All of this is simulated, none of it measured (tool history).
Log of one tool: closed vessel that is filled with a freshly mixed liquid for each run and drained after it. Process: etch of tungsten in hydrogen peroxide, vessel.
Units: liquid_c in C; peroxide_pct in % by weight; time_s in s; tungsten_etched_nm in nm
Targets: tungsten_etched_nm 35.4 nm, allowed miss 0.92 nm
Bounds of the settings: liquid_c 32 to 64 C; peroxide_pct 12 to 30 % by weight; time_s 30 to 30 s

run	day	liquid_c	peroxide_pct	time_s	tungsten_etched_nm
1	0	48	22	30	69.622
2	0.212	51.5	22	30	87.157
3	0.408	51.5	24.5	30	91.855
4	0.542	48	24.5	30	73.405
5	0.817	43.5	24.5	30	55.595
# day 0.879: peroxide flow meter replaced
6	0.879	43.5	28.5	30	61.971
7	1.146	41.5	28.5	30	55.64
8	1.512	33.5	28.5	30	32.583
9	1.771	34	28.5	30	33.291

Which of these 5 next moves meets every target?
A	2.029	33.5	29	30	?
B	2.029	32.5	29.5	30	?
C	2.029	32	29.5	30	?
D	2.029	34	27	30	?
E	2.029	34.5	29.5	30	?

move	tungsten_etched_nm
A	32.762
B	30.868
C	29.83
D	32.702
E	35.356
A: further off than the last run
B: further off than the last run
C: further off than the last run
D: further off than the last run
E: meets every target
Move E is the one to make.

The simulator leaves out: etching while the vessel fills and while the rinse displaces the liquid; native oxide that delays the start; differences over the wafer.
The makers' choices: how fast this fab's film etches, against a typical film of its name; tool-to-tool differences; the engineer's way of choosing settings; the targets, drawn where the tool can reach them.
